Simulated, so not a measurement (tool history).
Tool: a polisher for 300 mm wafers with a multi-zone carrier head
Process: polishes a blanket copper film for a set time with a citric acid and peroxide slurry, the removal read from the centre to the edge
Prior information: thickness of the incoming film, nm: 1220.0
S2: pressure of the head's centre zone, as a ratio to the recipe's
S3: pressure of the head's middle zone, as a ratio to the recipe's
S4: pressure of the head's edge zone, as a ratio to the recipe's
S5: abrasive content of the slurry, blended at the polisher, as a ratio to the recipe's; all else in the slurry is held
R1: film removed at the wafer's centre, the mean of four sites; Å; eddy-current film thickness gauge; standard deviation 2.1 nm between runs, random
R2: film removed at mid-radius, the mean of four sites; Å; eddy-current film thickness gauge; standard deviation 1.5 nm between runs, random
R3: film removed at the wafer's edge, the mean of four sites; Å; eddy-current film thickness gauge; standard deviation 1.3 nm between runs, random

run 1 day=0.000 | flow_of_slurry_(ml/min)=265 S2=1.00 S3=1.00 S4=1.00 S5=1.00 polishing_time_(s)=77 | R1=1169.2 R2=1121.9 R3=1148.8
run 2 day=0.288 | flow_of_slurry_(ml/min)=270 S2=1.00 S3=1.01 S4=1.04 S5=1.15 polishing_time_(s)=83 | R1=1302.0 R2=1263.8 R3=1291.2
run 3 day=0.404 | flow_of_slurry_(ml/min)=270 S2=1.00 S3=1.01 S4=1.04 S5=1.15 polishing_time_(s)=90 | R1=1382.4 R2=1368.7 R3=1404.9
run 4 day=0.733 | flow_of_slurry_(ml/min)=270 S2=1.00 S3=1.07 S4=1.04 S5=1.15 polishing_time_(s)=90 | R1=1399.2 R2=1431.5 R3=1389.3
-- day=0.779 worn pad replaced by a new one
run 5 day=0.779 | flow_of_slurry_(ml/min)=270 S2=1.05 S3=1.07 S4=1.04 S5=1.15 polishing_time_(s)=90 | R1=1626.9 R2=1551.1 R3=1515.2
run 6 day=1.075 | flow_of_slurry_(ml/min)=270 S2=1.05 S3=1.07 S4=1.04 S5=1.15 polishing_time_(s)=104 | R1=1855.0 R2=1777.6 R3=1763.3

Run 7 is up next; what results do you expect?
run 7 day=1.421 | flow_of_slurry_(ml/min)=265 S2=1.05 S3=1.07 S4=1.08 S5=1.15 polishing_time_(s)=104 | R1=? R2=? R3=?

R1: 1835.2 Å
R2: 1810.4 Å
R3: 1801.4 Å
